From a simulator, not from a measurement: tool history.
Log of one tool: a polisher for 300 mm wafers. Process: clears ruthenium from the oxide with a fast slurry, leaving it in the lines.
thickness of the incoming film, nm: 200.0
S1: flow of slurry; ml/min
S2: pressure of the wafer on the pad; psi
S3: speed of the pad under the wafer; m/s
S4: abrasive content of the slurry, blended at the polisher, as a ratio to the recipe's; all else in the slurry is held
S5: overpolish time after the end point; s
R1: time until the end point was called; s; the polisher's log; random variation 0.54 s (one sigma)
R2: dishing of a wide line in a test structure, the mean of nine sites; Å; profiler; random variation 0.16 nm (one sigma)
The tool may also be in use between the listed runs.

run 1 hour=0 | S1=235 S2=2.4 S3=0.8 S4=1 S5=11 | R1=81.789 R2=214.85
run 2 hour=5.5 | S1=235 S2=2.6 S3=0.8 S4=1 S5=10 | R1=77.216 R2=212.83
run 3 hour=11.2 | S1=235 S2=2.6 S3=0.8 S4=1 S5=5 | R1=76.521 R2=113.35
run 4 hour=13 | S1=235 S2=2.7 S3=0.84 S4=1 S5=5 | R1=72.059 R2=120.27
run 5 hour=17.6 | S1=235 S2=3.2 S3=0.84 S4=1 S5=5 | R1=61.221 R2=140.62
run 6 hour=18.5 | S1=235 S2=3.3 S3=0.88 S4=0.95 S5=5 | R1=61.386 R2=142.07
run 7 hour=22.3 | S1=215 S2=3.2 S3=0.92 S4=1.05 S5=5 | R1=57.627 R2=148.45
run 8 hour=23.5 | S1=200 S2=3.2 S3=0.96 S4=1.1 S5=5 | R1=53.537 R2=153.6
run 9 hour=28.8 | S1=190 S2=3.1 S3=1 S4=1.15 S5=5 | R1=51.847 R2=154.99
run 10 hour=30.4 | S1=180 S2=3 S3=1.04 S4=1.2 S5=5 | R1=52.247 R2=162.59
run 11 hour=37.8 | S1=175 S2=3.1 S3=1.04 S4=1.2 S5=5 | R1=50.884 R2=164.82
run 12 hour=42.5 | S1=210 S2=3.2 S3=1 S4=1.15 S5=5 | R1=52.764 R2=164.47
run 13 hour=43.5 | S1=195 S2=3.3 S3=1.04 S4=1.05 S5=5 | R1=51.247 R2=171.32
run 14 hour=45.3 | S1=185 S2=3.4 S3=1.02 S4=1.15 S5=5 | R1=48.806 R2=171.21
-- hour=45.9 head pressure recalibrated
run 15 hour=45.9 | S1=175 S2=3.5 S3=1 S4=1.2 S5=5 | R1=46.458 R2=188.32
run 16 hour=49.4 | S1=210 S2=3.3 S3=1.04 S4=1.25 S5=5 | R1=44.355 R2=193.56
run 17 hour=51.4 | S1=195 S2=3.3 S3=1.08 S4=1.2 S5=5 | R1=44.454 R2=188.95
run 18 hour=59.3 | S1=185 S2=3.2 S3=1.1 S4=1.2 S5=5 | R1=45.452 R2=184.88
run 19 hour=66.6 | S1=140 S2=3.1 S3=1.14 S4=1.15 S5=3 | R1=48.47 R2=109.76
run 20 hour=75.5 | S1=140 S2=3.2 S3=1.16 S4=1.1 S5=3 | R1=46.571 R2=111.25

The next listed run, before its measurement:
run 21 hour=81.3 | S1=145 S2=3.3 S3=1.18 S4=1.1 S5=3 | R1=? R2=?

R1: 45.459 s
R2: 116.36 Å
